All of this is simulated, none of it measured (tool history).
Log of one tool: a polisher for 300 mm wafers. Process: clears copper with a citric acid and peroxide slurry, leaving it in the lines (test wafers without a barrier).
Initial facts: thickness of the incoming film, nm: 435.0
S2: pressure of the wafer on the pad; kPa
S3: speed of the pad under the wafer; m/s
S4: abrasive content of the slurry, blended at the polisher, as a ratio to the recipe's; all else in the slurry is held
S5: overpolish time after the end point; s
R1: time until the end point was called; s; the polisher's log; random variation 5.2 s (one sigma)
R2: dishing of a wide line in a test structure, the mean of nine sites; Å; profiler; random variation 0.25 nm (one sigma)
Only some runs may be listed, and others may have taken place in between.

run 1 day=0 | flow_of_slurry_(ml/min)=155 S2=23.4 S3=1.4 S4=1 S5=17 | R1=128.75 R2=448.26
run 2 day=0.033 | flow_of_slurry_(ml/min)=155 S2=23.4 S3=1.4 S4=0.85 S5=17 | R1=133.66 R2=434.1
run 3 day=0.188 | flow_of_slurry_(ml/min)=155 S2=22.1 S3=1.34 S4=0.85 S5=16 | R1=145.64 R2=363.56
run 4 day=0.479 | flow_of_slurry_(ml/min)=155 S2=20 S3=1.3 S4=0.85 S5=16 | R1=169.92 R2=340.76
run 5 day=0.608 | flow_of_slurry_(ml/min)=155 S2=20 S3=1.3 S4=0.65 S5=16 | R1=172.88 R2=326.84
run 6 day=0.825 | flow_of_slurry_(ml/min)=155 S2=20 S3=1.08 S4=0.65 S5=16 | R1=211.86 R2=281.09
run 7 day=0.933 | flow_of_slurry_(ml/min)=160 S2=13.1 S3=1.08 S4=0.65 S5=10 | R1=309.02 R2=122.52

Expected results for the next run?
run 8 day=1.212 | flow_of_slurry_(ml/min)=160 S2=13.8 S3=1.08 S4=0.65 S5=11 | R1=? R2=?

For run 8 the tool returned R1 296.52 s, R2 139.69 Å.

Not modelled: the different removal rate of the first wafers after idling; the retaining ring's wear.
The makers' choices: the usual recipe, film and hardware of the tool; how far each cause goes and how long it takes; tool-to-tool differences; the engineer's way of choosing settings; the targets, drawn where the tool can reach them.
